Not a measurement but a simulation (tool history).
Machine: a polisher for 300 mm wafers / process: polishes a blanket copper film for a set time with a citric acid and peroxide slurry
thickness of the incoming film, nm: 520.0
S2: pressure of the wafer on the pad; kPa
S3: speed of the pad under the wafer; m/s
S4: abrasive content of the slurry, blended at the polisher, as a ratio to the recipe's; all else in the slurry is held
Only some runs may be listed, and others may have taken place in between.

{"run": 1, "hour": 0.0, "flow of slurry (ml/min)": 280, "S2": 17.2, "S3": 1.26, "S4": 1.0, "polishing time (s)": 26, "film removed (angstrom)": 523.47}
{"run": 2, "hour": 5.0, "flow of slurry (ml/min)": 280, "S2": 17.2, "S3": 1.1, "S4": 1.0, "polishing time (s)": 26, "film removed (angstrom)": 447.92}
{"run": 3, "hour": 12.6, "flow of slurry (ml/min)": 280, "S2": 17.2, "S3": 1.1, "S4": 1.0, "polishing time (s)": 23, "film removed (angstrom)": 404.45}
{"run": 4, "hour": 18.2, "flow of slurry (ml/min)": 280, "S2": 16.5, "S3": 1.1, "S4": 1.0, "polishing time (s)": 23, "film removed (angstrom)": 386.22}
{"run": 5, "hour": 22.7, "flow of slurry (ml/min)": 280, "S2": 16.5, "S3": 1.32, "S4": 1.0, "polishing time (s)": 23, "film removed (angstrom)": 464.32}
{"run": 6, "hour": 25.6, "flow of slurry (ml/min)": 280, "S2": 15.2, "S3": 1.32, "S4": 1.0, "polishing time (s)": 23, "film removed (angstrom)": 418.9}

Run 7 comes next. What will it give?
{"hour": 29.5, "done": "worn pad replaced by a new one"}
{"run": 7, "hour": 29.5, "flow of slurry (ml/min)": 280, "S2": 14.5, "S3": 1.32, "S4": 1.0, "polishing time (s)": 23, "film removed (angstrom)": "?"}

Run 7 gave film removed (angstrom) 456.04.
